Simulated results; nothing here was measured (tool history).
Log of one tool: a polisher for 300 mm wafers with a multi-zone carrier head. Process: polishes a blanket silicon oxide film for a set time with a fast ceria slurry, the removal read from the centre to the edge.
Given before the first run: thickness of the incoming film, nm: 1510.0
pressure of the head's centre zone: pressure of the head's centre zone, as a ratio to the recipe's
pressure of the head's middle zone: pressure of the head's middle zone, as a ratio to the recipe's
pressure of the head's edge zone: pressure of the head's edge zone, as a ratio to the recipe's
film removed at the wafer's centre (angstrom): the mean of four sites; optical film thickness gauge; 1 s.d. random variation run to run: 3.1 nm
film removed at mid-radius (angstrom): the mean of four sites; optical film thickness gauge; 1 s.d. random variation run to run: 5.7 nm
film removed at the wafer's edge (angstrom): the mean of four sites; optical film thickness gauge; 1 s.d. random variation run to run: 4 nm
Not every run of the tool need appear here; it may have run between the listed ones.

run	hour	flow of slurry (ml/min)	pressure of the head's centre zone	pressure of the head's middle zone	pressure of the head's edge zone	polishing time (s)	film removed at the wafer's centre (angstrom)	film removed at mid-radius (angstrom)	film removed at the wafer's edge (angstrom)
1	0	180	1	1	1	47	5625.6	5750.3	5762.8
2	6.2	175	0.97	1.02	0.97	44	5188.3	5630.2	5297.4
3	7	170	0.94	1.02	0.95	41	4679.2	5168.7	4969
4	15.1	170	0.94	0.99	0.95	41	4655.7	4898.8	4922.3
5	21.8	170	0.94	1.05	0.95	41	4647.3	5100.5	4901.3
6	29.1	170	0.94	0.99	0.95	41	4638.8	4968.9	4904.5
7	32	165	0.92	1.02	0.92	39	4358	4833.3	4583.3
8	34.1	135	0.82	1.11	0.82	32	3072.2	4100.6	3450.2

Predict the results of run 9:
9	37.2	145	0.83	1.11	0.83	32	?	?	?

{"run 9": {"film removed at the wafer's centre (angstrom)": 3119.5, "film removed at mid-radius (angstrom)": 4232.8, "film removed at the wafer's edge (angstrom)": 3497.5}}
